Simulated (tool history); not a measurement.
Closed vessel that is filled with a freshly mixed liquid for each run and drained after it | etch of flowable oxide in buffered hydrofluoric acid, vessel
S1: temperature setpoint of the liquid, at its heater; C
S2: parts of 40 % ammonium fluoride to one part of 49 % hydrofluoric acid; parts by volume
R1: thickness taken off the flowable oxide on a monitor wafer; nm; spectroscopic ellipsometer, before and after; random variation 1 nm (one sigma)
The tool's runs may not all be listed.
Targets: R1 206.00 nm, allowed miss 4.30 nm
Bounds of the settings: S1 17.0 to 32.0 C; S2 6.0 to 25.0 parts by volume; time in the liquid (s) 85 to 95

run 1 day=0.000 | S1=24.0 S2=15.5 time_in_the_liquid_(s)=85 | R1=121.92
run 2 day=0.346 | S1=25.5 S2=15.0 time_in_the_liquid_(s)=85 | R1=135.59
run 3 day=0.600 | S1=25.5 S2=15.0 time_in_the_liquid_(s)=85 | R1=134.91
run 4 day=0.696 | S1=22.5 S2=15.0 time_in_the_liquid_(s)=85 | R1=114.37
run 5 day=0.988 | S1=22.5 S2=15.0 time_in_the_liquid_(s)=95 | R1=128.09
run 6 day=1.196 | S1=22.5 S2=11.5 time_in_the_liquid_(s)=95 | R1=166.45
run 7 day=1.321 | S1=22.5 S2=11.5 time_in_the_liquid_(s)=95 | R1=165.59
run 8 day=1.442 | S1=23.0 S2=11.5 time_in_the_liquid_(s)=95 | R1=168.73
run 9 day=1.717 | S1=23.5 S2=11.5 time_in_the_liquid_(s)=95 | R1=175.47
run 10 day=1.958 | S1=24.0 S2=11.5 time_in_the_liquid_(s)=95 | R1=180.34
run 11 day=2.200 | S1=27.0 S2=11.5 time_in_the_liquid_(s)=95 | R1=211.78

5 next moves are on the table. One of them brings every result within its allowed miss. Which?
run A day=2.442 | S1=26.5 S2=9.0 time_in_the_liquid_(s)=85 | R1=?
run B day=2.442 | S1=27.0 S2=11.0 time_in_the_liquid_(s)=95 | R1=?
run C day=2.442 | S1=26.0 S2=10.0 time_in_the_liquid_(s)=90 | R1=?
run D day=2.442 | S1=28.0 S2=11.5 time_in_the_liquid_(s)=90 | R1=?
run E day=2.442 | S1=28.5 S2=13.0 time_in_the_liquid_(s)=95 | R1=?

move=A R1=226.73
move=B R1=222.09
move=C R1=218.65
move=D R1=212.64
move=E R1=204.54
A: further off than the last run
B: further off than the last run
C: further off than the last run
D: further off than the last run
E: meets every target
The right move is E.
